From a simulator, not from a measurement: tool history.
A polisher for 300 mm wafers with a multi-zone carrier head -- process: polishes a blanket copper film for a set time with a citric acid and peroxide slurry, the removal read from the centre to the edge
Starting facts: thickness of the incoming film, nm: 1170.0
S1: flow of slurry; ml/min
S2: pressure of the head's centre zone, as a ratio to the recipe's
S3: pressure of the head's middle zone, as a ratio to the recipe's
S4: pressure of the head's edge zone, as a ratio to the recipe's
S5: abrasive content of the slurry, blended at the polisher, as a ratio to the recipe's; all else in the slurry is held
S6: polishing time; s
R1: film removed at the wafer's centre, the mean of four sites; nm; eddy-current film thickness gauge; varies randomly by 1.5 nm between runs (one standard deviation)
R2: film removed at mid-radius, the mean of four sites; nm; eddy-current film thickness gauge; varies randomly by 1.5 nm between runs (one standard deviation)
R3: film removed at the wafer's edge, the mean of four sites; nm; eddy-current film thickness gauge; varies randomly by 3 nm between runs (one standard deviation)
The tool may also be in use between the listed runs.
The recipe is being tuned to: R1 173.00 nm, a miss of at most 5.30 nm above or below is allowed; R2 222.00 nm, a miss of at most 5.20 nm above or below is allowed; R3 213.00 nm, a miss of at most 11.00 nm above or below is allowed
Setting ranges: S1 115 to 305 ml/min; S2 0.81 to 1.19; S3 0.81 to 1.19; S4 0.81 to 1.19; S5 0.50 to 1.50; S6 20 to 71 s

{"run": 1, "hour": 0.0, "S1": 195, "S2": 1.0, "S3": 1.0, "S4": 1.0, "S5": 1.0, "S6": 45, "R1": 157.82, "R2": 160.4, "R3": 165.21}
{"run": 2, "hour": 1.2, "S1": 195, "S2": 1.0, "S3": 1.0, "S4": 1.0, "S5": 1.0, "S6": 34, "R1": 118.72, "R2": 121.33, "R3": 124.44}
{"run": 3, "hour": 3.1, "S1": 195, "S2": 1.0, "S3": 1.0, "S4": 0.96, "S5": 1.0, "S6": 34, "R1": 119.08, "R2": 123.75, "R3": 120.56}
{"run": 4, "hour": 9.4, "S1": 205, "S2": 0.98, "S3": 1.03, "S4": 0.99, "S5": 1.1, "S6": 36, "R1": 128.34, "R2": 137.39, "R3": 133.68}
{"hour": 16.1, "done": "worn pad replaced by a new one"}
{"run": 5, "hour": 16.1, "S1": 205, "S2": 0.98, "S3": 1.03, "S4": 1.03, "S5": 1.1, "S6": 36, "R1": 143.89, "R2": 152.42, "R3": 149.46}
{"run": 6, "hour": 20.9, "S1": 205, "S2": 0.98, "S3": 1.03, "S4": 1.03, "S5": 1.1, "S6": 44, "R1": 176.14, "R2": 185.02, "R3": 183.95}
{"run": 7, "hour": 25.1, "S1": 215, "S2": 0.95, "S3": 1.04, "S4": 1.04, "S5": 1.1, "S6": 44, "R1": 171.07, "R2": 188.94, "R3": 188.01}
{"run": 8, "hour": 31.9, "S1": 270, "S2": 0.89, "S3": 1.14, "S4": 1.14, "S5": 1.2, "S6": 44, "R1": 171.38, "R2": 215.18, "R3": 204.07}
{"run": 9, "hour": 34.4, "S1": 275, "S2": 0.89, "S3": 1.14, "S4": 1.15, "S5": 1.2, "S6": 44, "R1": 172.4, "R2": 213.61, "R3": 203.93}

Below are 5 possible settings for the next run. Only one of them brings all results inside the allowed miss of their targets. Which is it?
{"run": "A", "hour": 36.9, "S1": 305, "S2": 0.97, "S3": 1.19, "S4": 1.15, "S5": 1.1, "S6": 42, "R1": "?", "R2": "?", "R3": "?"}
{"run": "B", "hour": 36.9, "S1": 300, "S2": 0.88, "S3": 1.17, "S4": 1.19, "S5": 1.2, "S6": 44, "R1": "?", "R2": "?", "R3": "?"}
{"run": "C", "hour": 36.9, "S1": 295, "S2": 0.9, "S3": 1.11, "S4": 1.18, "S5": 0.9, "S6": 47, "R1": "?", "R2": "?", "R3": "?"}
{"run": "D", "hour": 36.9, "S1": 280, "S2": 0.92, "S3": 1.09, "S4": 1.11, "S5": 1.3, "S6": 43, "R1": "?", "R2": "?", "R3": "?"}
{"run": "E", "hour": 36.9, "S1": 305, "S2": 0.88, "S3": 1.1, "S4": 1.19, "S5": 0.95, "S6": 47, "R1": "?", "R2": "?", "R3": "?"}

move=A R1=174.73 R2=209.97 R3=194.71
move=B R1=173.17 R2=220.73 R3=211.52
move=C R1=176.08 R2=211.06 R3=210.95
move=D R1=176.63 R2=205.20 R3=202.15
move=E R1=175.86 R2=212.64 R3=214.99
A: misses by more than the last run did
B: each result inside its tolerance
C: misses by more than the last run did
D: misses by more than the last run did
E: misses by more than the last run did
Correct choice: B, which meets every target

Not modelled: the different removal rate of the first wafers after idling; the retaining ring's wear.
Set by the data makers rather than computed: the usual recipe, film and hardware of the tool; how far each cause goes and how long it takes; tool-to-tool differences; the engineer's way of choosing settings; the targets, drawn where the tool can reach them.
